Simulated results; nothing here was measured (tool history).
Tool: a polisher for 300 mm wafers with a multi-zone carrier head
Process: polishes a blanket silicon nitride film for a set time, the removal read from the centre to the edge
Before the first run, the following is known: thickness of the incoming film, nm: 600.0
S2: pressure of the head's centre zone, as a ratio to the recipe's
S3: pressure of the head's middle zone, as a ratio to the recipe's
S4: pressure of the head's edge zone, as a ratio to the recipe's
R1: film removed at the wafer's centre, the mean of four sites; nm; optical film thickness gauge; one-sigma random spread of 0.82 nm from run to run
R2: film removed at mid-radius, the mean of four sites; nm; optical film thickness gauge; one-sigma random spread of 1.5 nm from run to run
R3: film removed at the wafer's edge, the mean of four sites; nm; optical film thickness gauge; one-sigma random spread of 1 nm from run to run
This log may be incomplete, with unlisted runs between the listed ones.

Run 1, day 0: flow of slurry (ml/min) 150, S2 1, S3 1, S4 1, polishing time (s) 82. Result: R1 93.847 nm, R2 93.441 nm, R3 94.423 nm.
Run 2, day 0.346: flow of slurry (ml/min) 150, S2 1, S3 0.95, S4 1, polishing time (s) 82. Result: R1 94.511 nm, R2 89.071 nm, R3 94.569 nm.
Run 3, day 0.696: flow of slurry (ml/min) 150, S2 1, S3 0.99, S4 1, polishing time (s) 82. Result: R1 94.595 nm, R2 94.572 nm, R3 96.321 nm.
Run 4, day 0.979: flow of slurry (ml/min) 155, S2 1.01, S3 1, S4 1.02, polishing time (s) 83. Result: R1 97.324 nm, R2 96.16 nm, R3 98.607 nm.
Run 5, day 1.125: flow of slurry (ml/min) 155, S2 1.01, S3 0.94, S4 1.02, polishing time (s) 83. Result: R1 96.86 nm, R2 90.601 nm, R3 98.013 nm.
Run 6, day 1.217: flow of slurry (ml/min) 155, S2 1.01, S3 0.94, S4 1.05, polishing time (s) 83. Result: R1 97.213 nm, R2 90.992 nm, R3 99.728 nm.
Run 7, day 1.3: flow of slurry (ml/min) 160, S2 1.02, S3 0.95, S4 1.06, polishing time (s) 84. Result: R1 99.116 nm, R2 95.959 nm, R3 102.24 nm.
Run 8, day 1.379: flow of slurry (ml/min) 165, S2 1.03, S3 0.95, S4 1.07, polishing time (s) 85. Result: R1 101 nm, R2 96.722 nm, R3 103.59 nm.
Run 9, day 1.579: flow of slurry (ml/min) 165, S2 1.03, S3 0.95, S4 1.07, polishing time (s) 85. Result: R1 103.61 nm, R2 97.169 nm, R3 103.86 nm.
Run 10, day 1.725: flow of slurry (ml/min) 165, S2 1.03, S3 0.95, S4 1.08, polishing time (s) 86. Result: R1 104.4 nm, R2 96.462 nm, R3 103.75 nm.
Run 11, day 2.042: flow of slurry (ml/min) 165, S2 1.03, S3 0.95, S4 1.08, polishing time (s) 86. Result: R1 103.59 nm, R2 96.079 nm, R3 104.08 nm.
Run 12, day 2.208: flow of slurry (ml/min) 165, S2 1.03, S3 0.96, S4 1.09, polishing time (s) 88. Result: R1 106.14 nm, R2 98.193 nm, R3 107.6 nm.
Run 13, day 2.429: flow of slurry (ml/min) 170, S2 1.03, S3 0.97, S4 1.1, polishing time (s) 89. Result: R1 107.6 nm, R2 99.889 nm, R3 109.08 nm.
Run 14, day 2.796: flow of slurry (ml/min) 170, S2 1.03, S3 0.99, S4 1.11, polishing time (s) 91. Result: R1 110.09 nm, R2 107.06 nm, R3 111.92 nm.
Run 15, day 3.075: flow of slurry (ml/min) 175, S2 1.03, S3 0.99, S4 1.12, polishing time (s) 92. Result: R1 111.14 nm, R2 110.75 nm, R3 113.95 nm.

Estimate the outcome of run 16 from the log above:
Run 16, day 3.179: flow of slurry (ml/min) 210, S2 1.08, S3 0.97, S4 1.19, polishing time (s) 99. Result: R1 ?, R2 ?, R3 ?.

R1: 128.69 nm
R2: 117.78 nm
R3: 131 nm
